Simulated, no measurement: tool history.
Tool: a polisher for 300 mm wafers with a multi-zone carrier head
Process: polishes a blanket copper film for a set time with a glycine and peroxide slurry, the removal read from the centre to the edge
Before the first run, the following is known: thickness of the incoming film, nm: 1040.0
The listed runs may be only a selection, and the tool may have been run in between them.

| run | day | flow of slurry (ml/min) | pressure of the head's centre zone | pressure of the head's middle zone | pressure of the head's edge zone | polishing time (s) | film removed at the wafer's centre (nm) | film removed at mid-radius (nm) | film removed at the wafer's edge (nm) |
|---|---|---|---|---|---|---|---|---|---|
| 1 | 0.000 | 270 | 1.00 | 1.00 | 1.00 | 55 | 238.49 | 246.81 | 239.64 |
| 2 | 0.062 | 225 | 1.00 | 1.00 | 1.00 | 55 | 235.86 | 237.98 | 238.93 |
| 3 | 0.417 | 225 | 1.00 | 1.00 | 1.00 | 62 | 264.21 | 269.85 | 267.74 |
| 4 | 0.758 | 235 | 0.99 | 0.98 | 0.97 | 52 | 219.41 | 222.51 | 224.00 |
| 5 | 0.967 | 235 | 0.99 | 0.98 | 0.89 | 52 | 220.44 | 222.75 | 216.35 |
| 6 | 1.221 | 200 | 0.99 | 0.98 | 0.89 | 52 | 216.14 | 214.90 | 211.62 |
| 7 | 1.342 | 200 | 0.99 | 0.98 | 0.88 | 46 | 195.10 | 195.61 | 187.45 |

Estimate the outcome of run 8 from the log above:
| 8 | 1.492 | 195 | 0.98 | 0.96 | 0.87 | 42 | ? | ? | ? |

film removed at the wafer's centre (nm): 175.32
film removed at mid-radius (nm): 170.98
film removed at the wafer's edge (nm): 171.78
